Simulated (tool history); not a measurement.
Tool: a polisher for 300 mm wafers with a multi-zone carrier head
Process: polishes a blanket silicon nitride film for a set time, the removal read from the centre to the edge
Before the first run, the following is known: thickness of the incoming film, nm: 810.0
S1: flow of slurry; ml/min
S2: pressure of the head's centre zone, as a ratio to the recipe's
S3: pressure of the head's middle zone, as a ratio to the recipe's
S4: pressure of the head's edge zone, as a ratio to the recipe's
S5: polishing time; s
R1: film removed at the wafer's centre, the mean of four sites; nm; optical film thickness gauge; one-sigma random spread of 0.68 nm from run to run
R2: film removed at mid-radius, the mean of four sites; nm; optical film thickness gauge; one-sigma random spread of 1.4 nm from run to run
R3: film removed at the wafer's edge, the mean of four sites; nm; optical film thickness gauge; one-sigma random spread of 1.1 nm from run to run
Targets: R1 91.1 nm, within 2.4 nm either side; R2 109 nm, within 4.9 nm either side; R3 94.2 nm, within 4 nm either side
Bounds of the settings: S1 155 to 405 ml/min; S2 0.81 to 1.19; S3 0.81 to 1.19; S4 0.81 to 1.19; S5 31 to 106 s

Run 1, hour 0: S1 260 ml/min, S2 1, S3 1, S4 1, S5 68 s. Result: R1 110.36 nm, R2 115.62 nm, R3 111.2 nm.
Run 2, hour 8.3: S1 255 ml/min, S2 0.98, S3 1.01, S4 0.97, S5 67 s. Result: R1 107.1 nm, R2 116.64 nm, R3 106.51 nm.
Run 3, hour 16.3: S1 255 ml/min, S2 0.98, S3 1.01, S4 0.9, S5 67 s. Result: R1 107.49 nm, R2 111.35 nm, R3 100.78 nm.
Run 4, hour 25: S1 250 ml/min, S2 0.96, S3 1.01, S4 0.89, S5 67 s. Result: R1 105.22 nm, R2 115.8 nm, R3 101.95 nm.
Run 5, hour 27.7: S1 250 ml/min, S2 0.96, S3 0.98, S4 0.89, S5 67 s. Result: R1 105.74 nm, R2 112.69 nm, R3 102.97 nm.
Run 6, hour 33.5: S1 245 ml/min, S2 0.94, S3 0.98, S4 0.88, S5 66 s. Result: R1 101.06 nm, R2 112.59 nm, R3 101.38 nm.
Run 7, hour 35.7: S1 240 ml/min, S2 0.93, S3 0.98, S4 0.87, S5 65 s. Result: R1 97.236 nm, R2 106.41 nm, R3 98.91 nm.
Run 8, hour 38.5: S1 235 ml/min, S2 0.92, S3 0.99, S4 0.86, S5 65 s. Result: R1 98.65 nm, R2 107.29 nm, R3 95.273 nm.
Run 9, hour 41.5: S1 235 ml/min, S2 0.9, S3 0.99, S4 0.86, S5 65 s. Result: R1 95.531 nm, R2 107.2 nm, R3 94.464 nm.
Run 10, hour 47.4: S1 235 ml/min, S2 0.89, S3 0.99, S4 0.87, S5 65 s. Result: R1 94.909 nm, R2 108.59 nm, R3 97.644 nm.

5 next moves are on the table. One of them brings every result within its allowed miss. Which?
Run A, hour 53.3: S1 265 ml/min, S2 0.85, S3 0.98, S4 0.81, S5 65 s. Result: R1 ?, R2 ?, R3 ?.
Run B, hour 53.3: S1 270 ml/min, S2 0.81, S3 0.94, S4 0.89, S5 68 s. Result: R1 ?, R2 ?, R3 ?.
Run C, hour 53.3: S1 295 ml/min, S2 0.94, S3 1.02, S4 0.89, S5 63 s. Result: R1 ?, R2 ?, R3 ?.
Run D, hour 53.3: S1 275 ml/min, S2 0.92, S3 0.98, S4 0.81, S5 65 s. Result: R1 ?, R2 ?, R3 ?.
Run E, hour 53.3: S1 265 ml/min, S2 0.9, S3 0.95, S4 0.86, S5 67 s. Result: R1 ?, R2 ?, R3 ?.

move      R1      R2      R3
   A  92.058  110.23  95.616
   B  91.891   111.7  104.52
   C  99.879  111.41  97.332
   D   100.1  110.57   95.87
   E   100.5  110.76  101.24
A: hits every target within its allowed miss
B: corrects the largest miss of the last run, while another result sits out of spec
C: lands further from the targets than the last run did
D: lands further from the targets than the last run did
E: lands further from the targets than the last run did
Move A is the one to make.
